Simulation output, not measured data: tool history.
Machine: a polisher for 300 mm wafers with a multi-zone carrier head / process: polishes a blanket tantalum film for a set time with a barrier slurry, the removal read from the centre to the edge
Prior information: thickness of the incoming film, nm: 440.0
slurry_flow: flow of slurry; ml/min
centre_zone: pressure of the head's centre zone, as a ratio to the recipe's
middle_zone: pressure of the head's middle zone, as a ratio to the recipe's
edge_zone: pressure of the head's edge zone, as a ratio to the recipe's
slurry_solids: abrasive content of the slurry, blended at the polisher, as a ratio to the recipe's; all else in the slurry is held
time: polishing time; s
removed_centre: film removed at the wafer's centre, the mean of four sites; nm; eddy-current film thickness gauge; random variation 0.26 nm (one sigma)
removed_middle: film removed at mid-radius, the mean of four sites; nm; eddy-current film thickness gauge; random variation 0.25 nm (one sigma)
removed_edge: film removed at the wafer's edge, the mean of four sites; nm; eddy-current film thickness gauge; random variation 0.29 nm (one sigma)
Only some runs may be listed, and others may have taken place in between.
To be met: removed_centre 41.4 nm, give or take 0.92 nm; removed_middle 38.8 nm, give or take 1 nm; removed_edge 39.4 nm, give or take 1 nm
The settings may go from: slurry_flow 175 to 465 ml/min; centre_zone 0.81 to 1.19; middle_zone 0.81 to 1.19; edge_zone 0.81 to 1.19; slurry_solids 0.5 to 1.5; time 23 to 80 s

{"run": 1, "hour": 0.0, "slurry_flow": 295, "centre_zone": 1, "middle_zone": 1, "edge_zone": 1, "slurry_solids": 1, "time": 51, "removed_centre": 54.958, "removed_middle": 53.557, "removed_edge": 54.203}
{"run": 2, "hour": 2.9, "slurry_flow": 295, "centre_zone": 0.99, "middle_zone": 0.99, "edge_zone": 0.98, "slurry_solids": 0.9, "time": 50, "removed_centre": 50.969, "removed_middle": 49.991, "removed_edge": 49.192}
{"run": 3, "hour": 5.1, "slurry_flow": 295, "centre_zone": 0.99, "middle_zone": 1.02, "edge_zone": 0.98, "slurry_solids": 0.9, "time": 50, "removed_centre": 50.378, "removed_middle": 50.69, "removed_edge": 49.457}
{"run": 4, "hour": 8.0, "slurry_flow": 295, "centre_zone": 0.99, "middle_zone": 1.02, "edge_zone": 1.06, "slurry_solids": 0.9, "time": 50, "removed_centre": 51.021, "removed_middle": 51.525, "removed_edge": 51.288}
{"run": 5, "hour": 14.1, "slurry_flow": 295, "centre_zone": 0.94, "middle_zone": 1.02, "edge_zone": 1.06, "slurry_solids": 0.9, "time": 50, "removed_centre": 48.236, "removed_middle": 51.215, "removed_edge": 51.475}
{"run": 6, "hour": 19.9, "slurry_flow": 260, "centre_zone": 0.94, "middle_zone": 1.02, "edge_zone": 1.06, "slurry_solids": 0.9, "time": 50, "removed_centre": 47.106, "removed_middle": 50.396, "removed_edge": 50.388}
{"run": 7, "hour": 27.9, "slurry_flow": 195, "centre_zone": 0.95, "middle_zone": 0.92, "edge_zone": 0.96, "slurry_solids": 0.65, "time": 49, "removed_centre": 36.133, "removed_middle": 35.114, "removed_edge": 37.45}
{"run": 8, "hour": 32.1, "slurry_flow": 210, "centre_zone": 0.95, "middle_zone": 0.92, "edge_zone": 0.95, "slurry_solids": 0.65, "time": 49, "removed_centre": 36.709, "removed_middle": 35.389, "removed_edge": 37.482}
{"run": 9, "hour": 38.8, "slurry_flow": 225, "centre_zone": 0.95, "middle_zone": 0.92, "edge_zone": 0.94, "slurry_solids": 0.65, "time": 49, "removed_centre": 37.666, "removed_middle": 35.759, "removed_edge": 37.359}
{"run": 10, "hour": 45.4, "slurry_flow": 235, "centre_zone": 0.95, "middle_zone": 0.92, "edge_zone": 0.94, "slurry_solids": 0.65, "time": 49, "removed_centre": 37.589, "removed_middle": 36.21, "removed_edge": 37.791}
{"run": 11, "hour": 49.0, "slurry_flow": 235, "centre_zone": 0.95, "middle_zone": 0.92, "edge_zone": 0.94, "slurry_solids": 0.65, "time": 49, "removed_centre": 37.613, "removed_middle": 36.387, "removed_edge": 38.144}
{"run": 12, "hour": 51.5, "slurry_flow": 245, "centre_zone": 0.95, "middle_zone": 0.92, "edge_zone": 0.93, "slurry_solids": 0.65, "time": 49, "removed_centre": 37.912, "removed_middle": 36.558, "removed_edge": 37.457}
{"run": 13, "hour": 56.5, "slurry_flow": 255, "centre_zone": 0.95, "middle_zone": 0.92, "edge_zone": 0.93, "slurry_solids": 0.65, "time": 49, "removed_centre": 38.127, "removed_middle": 36.619, "removed_edge": 37.637}
{"run": 14, "hour": 61.0, "slurry_flow": 255, "centre_zone": 0.95, "middle_zone": 0.92, "edge_zone": 0.93, "slurry_solids": 0.65, "time": 49, "removed_centre": 38.012, "removed_middle": 36.475, "removed_edge": 38.262}

Exercise: of the 4 proposed moves below, exactly one satisfies all targets within the stated allowed misses. Which move is it?
{"run": "A", "hour": 65.5, "slurry_flow": 215, "centre_zone": 0.9, "middle_zone": 0.89, "edge_zone": 1.07, "slurry_solids": 0.7, "time": 45, "removed_centre": "?", "removed_middle": "?", "removed_edge": "?"}
{"run": "B", "hour": 65.5, "slurry_flow": 340, "centre_zone": 1.05, "middle_zone": 0.95, "edge_zone": 0.91, "slurry_solids": 0.55, "time": 57, "removed_centre": "?", "removed_middle": "?", "removed_edge": "?"}
{"run": "C", "hour": 65.5, "slurry_flow": 255, "centre_zone": 0.99, "middle_zone": 1.02, "edge_zone": 0.89, "slurry_solids": 0.6, "time": 53, "removed_centre": "?", "removed_middle": "?", "removed_edge": "?"}
{"run": "D", "hour": 65.5, "slurry_flow": 460, "centre_zone": 1.03, "middle_zone": 0.99, "edge_zone": 1.04, "slurry_solids": 0.55, "time": 55, "removed_centre": "?", "removed_middle": "?", "removed_edge": "?"}

move=A removed_centre=34.056 removed_middle=33.823 removed_edge=38.593
move=B removed_centre=42.527 removed_middle=37.933 removed_edge=37.444
move=C removed_centre=39.697 removed_middle=40.004 removed_edge=37.029
move=D removed_centre=41.29 removed_middle=38.775 removed_edge=39.18
A: misses by more than the last run did
B: the result that was furthest off in the last run now lies on the other side of its target
C: moves toward the targets from the last run without getting all of them in spec
D: all results in spec
D meets every target.
